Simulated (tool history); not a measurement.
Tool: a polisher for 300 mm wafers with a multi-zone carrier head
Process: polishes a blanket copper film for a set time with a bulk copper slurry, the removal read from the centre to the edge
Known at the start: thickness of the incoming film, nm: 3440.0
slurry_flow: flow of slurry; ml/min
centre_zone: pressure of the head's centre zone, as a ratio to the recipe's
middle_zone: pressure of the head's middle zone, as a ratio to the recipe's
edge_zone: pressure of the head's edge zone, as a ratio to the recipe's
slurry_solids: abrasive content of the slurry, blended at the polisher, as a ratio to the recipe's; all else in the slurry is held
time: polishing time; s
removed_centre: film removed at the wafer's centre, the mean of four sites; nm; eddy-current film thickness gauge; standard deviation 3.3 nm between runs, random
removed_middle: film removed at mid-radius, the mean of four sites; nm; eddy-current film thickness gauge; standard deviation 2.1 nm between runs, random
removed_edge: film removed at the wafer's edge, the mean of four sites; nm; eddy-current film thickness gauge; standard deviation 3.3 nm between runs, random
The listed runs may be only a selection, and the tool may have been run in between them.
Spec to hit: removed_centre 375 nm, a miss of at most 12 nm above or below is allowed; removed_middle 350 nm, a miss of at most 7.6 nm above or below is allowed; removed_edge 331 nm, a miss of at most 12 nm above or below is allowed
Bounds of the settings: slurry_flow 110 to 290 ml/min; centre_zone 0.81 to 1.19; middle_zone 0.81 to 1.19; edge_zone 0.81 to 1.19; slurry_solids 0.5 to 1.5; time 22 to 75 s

run  hour  slurry_flow  centre_zone  middle_zone  edge_zone  slurry_solids  time  removed_centre  removed_middle  removed_edge
  1     0          185            1            1          1              1    48          586.34          570.81        575.15
  2     5          185            1            1          1            0.8    48          542.55          543.38         551.2
  3  11.2          185            1            1          1              1    48          577.43          575.94        575.04
  4  18.2          185            1         0.92          1              1    48          580.75          535.25        597.54
  5  21.3          185         1.01         0.93       0.97            0.9    45          530.37          497.69        517.32
  6  23.7          185         1.01         0.93       0.97            0.8    45          521.82           475.5        509.93
  7  32.5          180         1.01         0.93       0.94           0.75    43             479          439.57         466.6
  8  36.4          180         1.01         0.94       0.92            0.7    42          464.54          427.66        437.08
  9    37          175         1.01         0.94        0.9           0.65    41          432.54          403.39         415.3
 10  37.8          170         1.02         0.95       0.88            0.6    40          417.96          390.22        383.11
 11  43.4          120            1         0.91       0.81            0.5    39          352.39          330.65        332.42
 12  44.5          125         1.01         0.92       0.81            0.5    39          361.83           334.9         329.1
 13  47.1          130         1.01         0.93       0.81            0.5    39          360.45           338.5        337.54

Pick the move, out of 4, that brings all results within their allowed miss; only one does.
  A  49.7          110         0.91         0.94       0.86            0.5    42               ?               ?             ?
  B  49.7          110         0.93         0.93       0.91            0.5    41               ?               ?             ?
  C  49.7          200         1.03         0.96       0.82           0.55    36               ?               ?             ?
  D  49.7          210         0.91         0.99       0.82            0.5    37               ?               ?             ?

move  removed_centre  removed_middle  removed_edge
   A          348.68          357.48        359.45
   B           347.9          345.81        360.09
   C          378.59          345.55        328.19
   D          333.42          353.77        326.66
A: the worst result of the last run now meets its target, but another is out of spec
B: the worst result of the last run now meets its target, but another is out of spec
C: each result inside its tolerance
D: the worst result of the last run now meets its target, but another is out of spec
C meets every target.

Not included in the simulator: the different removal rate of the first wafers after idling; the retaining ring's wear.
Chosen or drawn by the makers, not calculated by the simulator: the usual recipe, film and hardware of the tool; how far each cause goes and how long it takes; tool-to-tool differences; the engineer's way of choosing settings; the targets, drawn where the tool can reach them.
